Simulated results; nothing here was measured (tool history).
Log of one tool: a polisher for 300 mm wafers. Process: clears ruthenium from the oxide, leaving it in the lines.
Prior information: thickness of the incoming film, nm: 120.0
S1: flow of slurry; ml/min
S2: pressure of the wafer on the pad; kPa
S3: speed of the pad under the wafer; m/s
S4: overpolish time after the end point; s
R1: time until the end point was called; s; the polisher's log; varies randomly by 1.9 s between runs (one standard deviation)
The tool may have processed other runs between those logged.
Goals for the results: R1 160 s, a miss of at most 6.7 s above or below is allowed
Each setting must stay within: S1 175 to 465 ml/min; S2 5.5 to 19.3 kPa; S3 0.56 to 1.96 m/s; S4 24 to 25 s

| run | day | S1 | S2 | S3 | S4 | R1 |
|---|---|---|---|---|---|---|
| 1 | 0 | 295 | 12.4 | 1.26 | 24 | 107.26 |
| 2 | 0.375 | 295 | 14.5 | 1.26 | 24 | 93.082 |
| 3 | 0.7 | 295 | 13.1 | 1.26 | 24 | 100.89 |
| 4 | 1.021 | 295 | 13.1 | 1.26 | 24 | 102.47 |
| 5 | 1.212 | 340 | 13.1 | 1.26 | 24 | 98.533 |
| 6 | 1.346 | 280 | 13.1 | 1.26 | 24 | 101.89 |
| 7 | 1.629 | 280 | 11.7 | 1.24 | 24 | 115.58 |
| 8 | 1.867 | 275 | 11 | 1.24 | 24 | 120.17 |
| 9 | 1.892 | 275 | 10.3 | 1.24 | 24 | 126.27 |
| 10 | 1.938 | 275 | 9.7 | 1.24 | 24 | 133.88 |
|  | 2.038 | worn pad replaced by a new one |
| 11 | 2.038 | 275 | 6.9 | 1.22 | 24 | 168.64 |

Which single option among these 4 for the next run brings every result within its allowed miss of target? Just one does.
| A | 2.138 | 300 | 9 | 1.02 | 25 | ? |
| B | 2.138 | 310 | 6.2 | 1.18 | 25 | ? |
| C | 2.138 | 260 | 6.9 | 1.08 | 24 | ? |
| D | 2.138 | 240 | 5.5 | 1.34 | 24 | ? |

| move | R1 |
|---|---|
| A | 157.76 |
| B | 186.21 |
| C | 188.88 |
| D | 185.23 |
A: all results land within tolerance of their targets
B: its largest miss is bigger than the last run's
C: its largest miss is bigger than the last run's
D: its largest miss is bigger than the last run's
The right move is A.
